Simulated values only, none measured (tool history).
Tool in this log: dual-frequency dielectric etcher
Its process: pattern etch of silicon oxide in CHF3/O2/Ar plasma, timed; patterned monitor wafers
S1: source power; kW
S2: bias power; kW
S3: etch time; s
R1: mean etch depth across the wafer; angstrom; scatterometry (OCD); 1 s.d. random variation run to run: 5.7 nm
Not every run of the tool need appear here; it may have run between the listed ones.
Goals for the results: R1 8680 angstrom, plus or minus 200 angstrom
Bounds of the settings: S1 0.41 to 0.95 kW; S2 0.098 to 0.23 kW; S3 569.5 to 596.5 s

run    day    S1     S2     S3      R1
  1      0  0.68  0.164  569.5   10049
  2  0.071  0.68  0.164  596.5   10458
  3  0.112  0.65   0.16  595.5   10048
  4  0.475  0.57   0.16  595.5  9726.8
  5  0.525  0.55  0.158    595  9646.2
  6  0.621  0.55  0.175    595  9868.9
  7  0.804  0.42  0.144  579.5  8162.4
  8  1.046  0.43  0.145  579.5  8327.3
  9  1.096  0.44  0.145  579.5    8356
 10  1.192  0.45  0.145  579.5  8423.6

Which one of the following 4 next-run settings gets every result inside its allowed miss? There is exactly one.
  A  1.288  0.54  0.147    582   ?
  B  1.288  0.44  0.179  578.5   ?
  C  1.288  0.45  0.155  586.5   ?
  D  1.288  0.52  0.164  579.5   ?

move      R1
   A  9079.5
   B  9034.2
   C  8757.8
   D    9278
A: takes the biggest miss from the last run beyond its target
B: takes the biggest miss from the last run beyond its target
C: each result inside its tolerance
D: takes the biggest miss from the last run beyond its target
Correct choice: C, which meets every target
